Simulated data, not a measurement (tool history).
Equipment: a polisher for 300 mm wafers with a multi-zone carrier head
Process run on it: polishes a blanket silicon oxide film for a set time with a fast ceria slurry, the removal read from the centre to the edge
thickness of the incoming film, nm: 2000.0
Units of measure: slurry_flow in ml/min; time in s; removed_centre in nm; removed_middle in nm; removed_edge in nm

run,hour,slurry_flow,centre_zone,middle_zone,edge_zone,time,removed_centre,removed_middle,removed_edge
1,0,150,1,1,1,35,597.74,605.75,591.64
2,5.9,155,1.02,1,1.01,36,629.36,621.31,611.91
3,9.8,160,1.03,1,1.02,37,661.28,638.42,639.18
4,17.4,160,1.03,1,1.02,45,809.96,779.39,793.51
5,18.9,165,1.04,1,1.02,45,812.58,788.03,776.84
6,22.7,165,1.04,1,1.02,50,914.71,867.17,854.12
7,24.5,165,1.04,0.99,1.02,50,906.09,860.85,860.94
8,28.3,165,1.04,0.98,1.01,50,907.42,835.81,863.78

Run 9 is up next; what results do you expect?
9,34.5,165,1.04,0.98,1,50,?,?,?

Logged for run 9: removed_centre 914.83 nm, removed_middle 849.73 nm, removed_edge 838.09 nm.
